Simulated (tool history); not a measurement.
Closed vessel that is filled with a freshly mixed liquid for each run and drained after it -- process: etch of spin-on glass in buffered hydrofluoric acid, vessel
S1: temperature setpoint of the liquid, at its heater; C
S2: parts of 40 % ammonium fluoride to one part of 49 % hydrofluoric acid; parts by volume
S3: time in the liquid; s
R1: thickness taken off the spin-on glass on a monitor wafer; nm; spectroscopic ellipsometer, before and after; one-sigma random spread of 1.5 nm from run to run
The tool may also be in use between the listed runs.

| run | day | S1 | S2 | S3 | R1 |
|---|---|---|---|---|---|
| 1 | 0 | 21 | 10.5 | 85 | 342.07 |
| 2 | 0.183 | 21 | 11.5 | 85 | 308.91 |
| 3 | 0.396 | 20.5 | 12 | 85 | 284.11 |
| 4 | 0.679 | 20.5 | 12 | 90 | 299.56 |
| 5 | 0.95 | 20 | 12.5 | 90 | 285.52 |
| 6 | 1.233 | 19.5 | 13 | 90 | 268.86 |
| 7 | 1.308 | 19 | 13.5 | 90 | 247.71 |
| 8 | 1.483 | 18.5 | 14 | 90 | 235.5 |
| 9 | 1.617 | 18.5 | 14.5 | 90 | 223.91 |

Run 10 has not been measured yet. What should we expect?
| 10 | 1.912 | 17.5 | 15.5 | 90 | ? |

{"run 10": {"R1": 199.55}}
